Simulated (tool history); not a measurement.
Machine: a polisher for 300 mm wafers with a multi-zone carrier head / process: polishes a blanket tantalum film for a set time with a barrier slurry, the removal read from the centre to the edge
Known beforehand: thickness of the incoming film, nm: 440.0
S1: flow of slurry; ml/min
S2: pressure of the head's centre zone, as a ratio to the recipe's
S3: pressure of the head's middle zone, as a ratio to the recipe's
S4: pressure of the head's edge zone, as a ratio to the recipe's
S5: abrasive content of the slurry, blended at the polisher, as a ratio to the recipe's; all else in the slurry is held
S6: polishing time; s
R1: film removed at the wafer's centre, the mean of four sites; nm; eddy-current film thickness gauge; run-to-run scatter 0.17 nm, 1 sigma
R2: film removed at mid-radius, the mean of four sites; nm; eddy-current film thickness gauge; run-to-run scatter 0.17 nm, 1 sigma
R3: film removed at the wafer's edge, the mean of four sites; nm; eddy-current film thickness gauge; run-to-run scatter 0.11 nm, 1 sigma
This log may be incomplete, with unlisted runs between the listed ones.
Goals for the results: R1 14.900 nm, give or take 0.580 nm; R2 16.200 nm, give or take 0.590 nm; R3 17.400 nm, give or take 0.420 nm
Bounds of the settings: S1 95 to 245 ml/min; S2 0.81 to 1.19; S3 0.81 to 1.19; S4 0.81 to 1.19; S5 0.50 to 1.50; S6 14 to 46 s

run 1 hour=0.0 | S1=155 S2=1.00 S3=1.00 S4=1.00 S5=1.00 S6=30 | R1=22.403 R2=23.936 R3=22.985
run 2 hour=4.3 | S1=140 S2=0.95 S3=0.95 S4=0.97 S5=0.85 S6=29 | R1=19.634 R2=20.697 R3=20.723
run 3 hour=7.4 | S1=140 S2=0.95 S3=0.95 S4=0.90 S5=0.85 S6=29 | R1=19.968 R2=20.451 R3=20.310
run 4 hour=12.4 | S1=125 S2=0.95 S3=0.95 S4=0.90 S5=0.85 S6=29 | R1=19.365 R2=19.778 R3=19.965
run 5 hour=13.1 | S1=115 S2=0.91 S3=0.93 S4=0.90 S5=0.75 S6=29 | R1=17.376 R2=18.880 R3=19.015
run 6 hour=20.3 | S1=110 S2=0.89 S3=0.90 S4=0.89 S5=0.70 S6=29 | R1=16.587 R2=18.152 R3=18.361
run 7 hour=25.8 | S1=105 S2=0.88 S3=0.87 S4=0.90 S5=0.70 S6=29 | R1=16.375 R2=17.283 R3=18.492
run 8 hour=29.8 | S1=105 S2=0.86 S3=0.86 S4=0.88 S5=0.65 S6=29 | R1=15.763 R2=16.845 R3=18.035
run 9 hour=31.0 | S1=105 S2=0.85 S3=0.86 S4=0.87 S5=0.65 S6=29 | R1=15.575 R2=16.754 R3=17.812

Pick the move, out of 5, that brings all results within their allowed miss; only one does.
run A hour=32.2 | S1=110 S2=0.84 S3=0.81 S4=0.91 S5=0.70 S6=29 | R1=? R2=? R3=?
run B hour=32.2 | S1=160 S2=0.85 S3=0.87 S4=0.97 S5=0.50 S6=28 | R1=? R2=? R3=?
run C hour=32.2 | S1=95 S2=0.93 S3=0.84 S4=0.82 S5=0.55 S6=31 | R1=? R2=? R3=?
run D hour=32.2 | S1=135 S2=0.90 S3=0.84 S4=0.88 S5=0.65 S6=27 | R1=? R2=? R3=?
run E hour=32.2 | S1=125 S2=1.00 S3=0.81 S4=0.84 S5=0.55 S6=27 | R1=? R2=? R3=?

move=A R1=15.572 R2=16.551 R3=18.691
move=B R1=14.749 R2=16.213 R3=17.422
move=C R1=16.634 R2=16.453 R3=17.590
move=D R1=15.840 R2=16.057 R3=17.252
move=E R1=16.503 R2=14.656 R3=16.002
A: the biggest miss grows against the last run
B: every result lands within tolerance
C: the biggest miss grows against the last run
D: the biggest miss grows against the last run
E: the biggest miss grows against the last run
B is the move that brings every result within its allowed miss.
